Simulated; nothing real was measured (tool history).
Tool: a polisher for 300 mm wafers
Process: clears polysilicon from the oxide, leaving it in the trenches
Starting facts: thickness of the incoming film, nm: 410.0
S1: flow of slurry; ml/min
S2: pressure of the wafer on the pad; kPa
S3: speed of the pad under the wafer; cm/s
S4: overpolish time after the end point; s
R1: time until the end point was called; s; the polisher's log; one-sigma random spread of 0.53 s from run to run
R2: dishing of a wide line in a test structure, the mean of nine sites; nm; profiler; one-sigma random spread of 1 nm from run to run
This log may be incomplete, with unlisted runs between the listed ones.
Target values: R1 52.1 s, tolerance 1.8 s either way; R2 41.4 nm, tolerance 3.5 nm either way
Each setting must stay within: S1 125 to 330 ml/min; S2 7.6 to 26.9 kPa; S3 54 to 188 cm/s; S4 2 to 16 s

run  hour   S1    S2   S3  S4      R1      R2
  1     0  210  17.2  120   8  34.299  43.725
  2   8.8  210  20.7  120   8  29.135  44.875
  3    11  210  20.7  102   8  33.941  43.903
  4  12.1  210  20.7  102   5  33.694  34.306
  5  17.4  180  20.7  102   5  34.523  36.512
  6  19.7  180  20.7  124   5  28.221  38.282
  7  25.3  175  18.6  124   5  31.559  36.313
  8  29.7  175  17.2  124   6  34.449  40.629
  9  34.5  170  15.9  124   6  37.928  37.051
 10  37.1  165  15.2  124   7  39.049  39.858
 11  45.3  165  14.5  124   7  41.553  39.241
 12  51.6  160  13.8  124   7  43.077   37.15
 13  53.7  160  13.1  124   8  45.981  37.585
 14  59.8  160  13.1  124   9  45.685  38.722
 15  67.4  160  13.1  124  10  44.937  43.225
 16  73.2  160  12.4  124  10  47.105  40.758

5 next moves are on the table. One of them brings every result within its allowed miss. Which?
  A    79  135  11.7  136  10   ?   ?
  B    79  155  13.1  132   8   ?   ?
  C    79  130  11.7  124  11   ?   ?
  D    79  155  12.4  128  10   ?   ?
  E    79  185  13.8  122  11   ?   ?

move      R1      R2
   A  48.751  41.632
   B  43.869  39.685
   C  53.761  41.592
   D  47.609  42.007
   E  43.636  44.663
A: nearer than the last run, and not there yet
B: lands further from the targets than the last run did
C: hits every target within its allowed miss
D: nearer than the last run, and not there yet
E: lands further from the targets than the last run did
Move C is the one to make.

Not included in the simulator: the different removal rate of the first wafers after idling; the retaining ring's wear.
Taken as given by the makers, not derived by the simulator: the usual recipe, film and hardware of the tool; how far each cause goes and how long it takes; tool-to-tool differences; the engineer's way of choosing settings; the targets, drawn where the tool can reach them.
